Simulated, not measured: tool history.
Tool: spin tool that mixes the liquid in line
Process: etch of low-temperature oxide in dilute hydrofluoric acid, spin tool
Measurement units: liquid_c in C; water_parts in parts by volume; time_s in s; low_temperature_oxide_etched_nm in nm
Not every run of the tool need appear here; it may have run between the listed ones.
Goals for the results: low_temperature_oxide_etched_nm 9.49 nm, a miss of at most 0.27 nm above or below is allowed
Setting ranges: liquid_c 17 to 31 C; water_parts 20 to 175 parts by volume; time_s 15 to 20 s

run    day  liquid_c  water_parts  time_s  low_temperature_oxide_etched_nm
  1      0        23           95      20                           7.8722
  2  0.175        23           95      20                              7.9
  3  0.392      23.5           95      20                           8.0577
  4  0.608        24           95      20                           8.2427
  5    0.8        24           95      15                           6.1662
  6  1.162        24           90      15                           6.5508
  7  1.296        24           85      15                           6.9653
  8  1.542        24           85      15                           6.9824
  9  1.625        28           80      15                           8.7309
 10  1.858      28.5           80      15                           8.8644

4 candidate next runs follow, results not yet known. Just one meets every target within its allowed miss. Identify it.
  A  2.092        28           80      15                                ?
  B  2.092        29           80      15                                ?
  C  2.092        29          100      20                                ?
  D  2.092        23           65      15                                ?

move  low_temperature_oxide_etched_nm
   A                           8.7018
   B                           9.0449
   C                           9.3807
   D                           8.9485
A: lands further from the targets than the last run did
B: nearer the targets than the last run, but a result is still out of spec
C: every result within its allowed miss
D: nearer the targets than the last run, but a result is still out of spec
The right move is C.

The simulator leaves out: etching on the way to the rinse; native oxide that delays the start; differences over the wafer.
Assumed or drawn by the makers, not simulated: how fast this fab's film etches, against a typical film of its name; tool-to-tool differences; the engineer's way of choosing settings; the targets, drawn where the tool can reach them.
